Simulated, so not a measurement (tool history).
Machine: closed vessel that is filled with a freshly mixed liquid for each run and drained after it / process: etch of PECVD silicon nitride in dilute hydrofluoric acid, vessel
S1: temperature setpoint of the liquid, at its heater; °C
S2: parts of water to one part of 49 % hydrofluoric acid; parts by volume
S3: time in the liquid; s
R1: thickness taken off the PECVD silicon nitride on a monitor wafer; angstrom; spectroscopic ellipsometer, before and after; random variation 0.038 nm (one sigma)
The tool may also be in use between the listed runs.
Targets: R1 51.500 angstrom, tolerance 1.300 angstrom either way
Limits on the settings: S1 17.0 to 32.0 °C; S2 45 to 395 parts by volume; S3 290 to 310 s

run	hour	S1	S2	S3	R1
1	0.0	24.0	220	290	66.409
2	4.2	23.0	220	290	62.296
3	12.4	23.0	220	310	65.935
4	14.1	23.0	220	310	66.185
5	15.7	23.0	250	310	58.585
6	17.2	23.0	200	310	72.130
7	22.0	22.0	200	310	67.626
# hour 30.6: thermometer replaced
8	30.6	21.0	200	310	66.969

4 next moves are on the table. One of them brings every result within its allowed miss. Which?
A	39.2	21.5	145	310	?
B	39.2	23.5	295	295	?
C	39.2	22.0	155	310	?
D	39.2	20.0	230	310	?

move	R1
A	95.115
B	51.164
C	92.074
D	54.972
A: lands further from the targets than the last run did
B: in spec on every target
C: lands further from the targets than the last run did
D: better than the last run, though not everything is in spec
Correct choice: B, which meets every target
